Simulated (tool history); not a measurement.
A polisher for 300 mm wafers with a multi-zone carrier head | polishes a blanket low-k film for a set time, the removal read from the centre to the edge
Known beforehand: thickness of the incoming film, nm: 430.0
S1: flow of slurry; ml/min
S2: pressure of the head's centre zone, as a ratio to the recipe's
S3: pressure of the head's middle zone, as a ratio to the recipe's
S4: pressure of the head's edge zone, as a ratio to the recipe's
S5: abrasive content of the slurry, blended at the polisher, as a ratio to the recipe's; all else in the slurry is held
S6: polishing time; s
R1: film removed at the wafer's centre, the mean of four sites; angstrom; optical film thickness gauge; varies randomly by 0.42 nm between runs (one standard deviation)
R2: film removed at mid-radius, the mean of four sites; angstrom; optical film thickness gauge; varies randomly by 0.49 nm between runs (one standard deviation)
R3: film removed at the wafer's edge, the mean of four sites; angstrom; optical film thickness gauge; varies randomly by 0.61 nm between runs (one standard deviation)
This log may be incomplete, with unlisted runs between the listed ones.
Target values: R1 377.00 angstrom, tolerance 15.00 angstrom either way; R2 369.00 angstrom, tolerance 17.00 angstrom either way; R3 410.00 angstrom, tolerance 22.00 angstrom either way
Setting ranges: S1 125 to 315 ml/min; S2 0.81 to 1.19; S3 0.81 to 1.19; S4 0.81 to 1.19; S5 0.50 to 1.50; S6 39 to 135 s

run 1 hour=0.0 | S1=205 S2=1.00 S3=1.00 S4=1.00 S5=1.00 S6=87 | R1=472.54 R2=482.75 R3=487.46
run 2 hour=5.1 | S1=205 S2=0.99 S3=0.98 S4=0.99 S5=0.95 S6=87 | R1=471.62 R2=461.91 R3=474.25
run 3 hour=5.7 | S1=205 S2=0.99 S3=0.98 S4=0.99 S5=0.95 S6=65 | R1=350.82 R2=343.37 R3=345.07
run 4 hour=13.4 | S1=205 S2=0.99 S3=0.98 S4=1.01 S5=0.95 S6=65 | R1=347.86 R2=355.64 R3=353.39
run 5 hour=14.4 | S1=205 S2=0.99 S3=0.98 S4=1.06 S5=0.95 S6=65 | R1=346.41 R2=347.01 R3=366.68
run 6 hour=15.7 | S1=205 S2=1.03 S3=0.98 S4=1.06 S5=0.95 S6=65 | R1=356.44 R2=338.58 R3=367.79
run 7 hour=23.2 | S1=210 S2=1.03 S3=0.99 S4=1.07 S5=0.95 S6=65 | R1=363.68 R2=340.66 R3=368.37
run 8 hour=24.5 | S1=210 S2=1.03 S3=0.99 S4=1.08 S5=0.95 S6=65 | R1=359.29 R2=353.56 R3=366.56
-- hour=32.3 slurry nozzle cleaned
run 9 hour=32.3 | S1=210 S2=1.03 S3=0.99 S4=1.09 S5=0.95 S6=65 | R1=373.51 R2=360.83 R3=366.45
run 10 hour=35.0 | S1=205 S2=1.02 S3=0.98 S4=1.10 S5=1.00 S6=65 | R1=377.50 R2=368.62 R3=387.08

Which one of the following 5 next-run settings gets every result inside its allowed miss? There is exactly one.
run A hour=37.7 | S1=135 S2=1.09 S3=1.07 S4=1.01 S5=1.25 S6=59 | R1=? R2=? R3=?
run B hour=37.7 | S1=205 S2=1.06 S3=1.07 S4=1.02 S5=0.95 S6=64 | R1=? R2=? R3=?
run C hour=37.7 | S1=315 S2=1.07 S3=1.00 S4=1.10 S5=1.50 S6=51 | R1=? R2=? R3=?
run D hour=37.7 | S1=185 S2=0.97 S3=0.91 S4=1.13 S5=0.85 S6=74 | R1=? R2=? R3=?
run E hour=37.7 | S1=285 S2=1.11 S3=1.17 S4=0.94 S5=1.50 S6=51 | R1=? R2=? R3=?

move=A R1=381.89 R2=367.30 R3=360.75
move=B R1=380.28 R2=374.18 R3=364.76
move=C R1=376.46 R2=349.48 R3=363.29
move=D R1=380.46 R2=368.77 R3=416.58
move=E R1=387.34 R2=385.30 R3=340.71
A: lands further from the targets than the last run did
B: lands further from the targets than the last run did
C: lands further from the targets than the last run did
D: all results in spec
E: lands further from the targets than the last run did
D is the move that brings every result within its allowed miss.

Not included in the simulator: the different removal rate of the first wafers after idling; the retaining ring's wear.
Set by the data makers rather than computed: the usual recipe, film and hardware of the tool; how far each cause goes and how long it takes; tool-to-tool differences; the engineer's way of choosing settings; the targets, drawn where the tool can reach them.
